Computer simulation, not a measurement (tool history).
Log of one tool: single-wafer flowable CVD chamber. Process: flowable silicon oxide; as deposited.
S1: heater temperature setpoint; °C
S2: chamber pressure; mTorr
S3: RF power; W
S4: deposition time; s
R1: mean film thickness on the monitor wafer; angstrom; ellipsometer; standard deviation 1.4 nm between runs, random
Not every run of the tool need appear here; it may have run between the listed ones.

run	hour	S1	S2	S3	S4	R1
1	0	95	653	2000	1153	5404.2
2	4.4	97	653	2000	1153	5112.4
3	9.1	99	653	2000	1153	4758.3
4	14.9	99	653	2000	1191	4926.6
5	20.9	101	653	2000	1191	4629.4
6	23.6	101	542	2000	1191	3879.4
7	24.7	102	542	2000	1191	3743.6
8	29.4	103	542	2000	1191	3635.3
9	30.8	103	542	2000	1191	3651.5
10	35.9	104	542	2000	1191	3527.9

Expected results for the next run?
11	38.5	105	542	2000	1191	?

For run 11 the tool returned R1 3410.2 angstrom.
